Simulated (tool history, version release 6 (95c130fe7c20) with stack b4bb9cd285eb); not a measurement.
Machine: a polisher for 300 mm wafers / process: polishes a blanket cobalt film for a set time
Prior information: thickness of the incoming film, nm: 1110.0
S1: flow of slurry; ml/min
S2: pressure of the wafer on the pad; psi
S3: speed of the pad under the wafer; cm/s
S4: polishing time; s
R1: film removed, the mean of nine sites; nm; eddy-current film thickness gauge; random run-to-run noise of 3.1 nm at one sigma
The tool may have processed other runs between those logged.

run 1 hour=0 | S1=295 S2=1.7 S3=94 S4=116 | R1=433.09
run 2 hour=1.1 | S1=295 S2=2 S3=94 S4=116 | R1=508.82
run 3 hour=9.9 | S1=295 S2=2 S3=94 S4=122 | R1=525.96
run 4 hour=18.9 | S1=295 S2=2 S3=94 S4=116 | R1=506.41
run 5 hour=24.5 | S1=295 S2=1.8 S3=94 S4=116 | R1=457.85
run 6 hour=25.3 | S1=295 S2=1.8 S3=112 S4=116 | R1=531.27
run 7 hour=32.7 | S1=295 S2=1.6 S3=112 S4=116 | R1=475.02
run 8 hour=34.1 | S1=295 S2=1.4 S3=112 S4=116 | R1=419.89
run 9 hour=37.5 | S1=295 S2=1.3 S3=112 S4=116 | R1=379.77
run 10 hour=45 | S1=295 S2=1.2 S3=112 S4=116 | R1=357.77

What will run 11 give?
-- hour=53.6 head pressure recalibrated
run 11 hour=53.6 | S1=295 S2=1.1 S3=112 S4=116 | R1=?

{"run 11": {"R1": 302.06}}
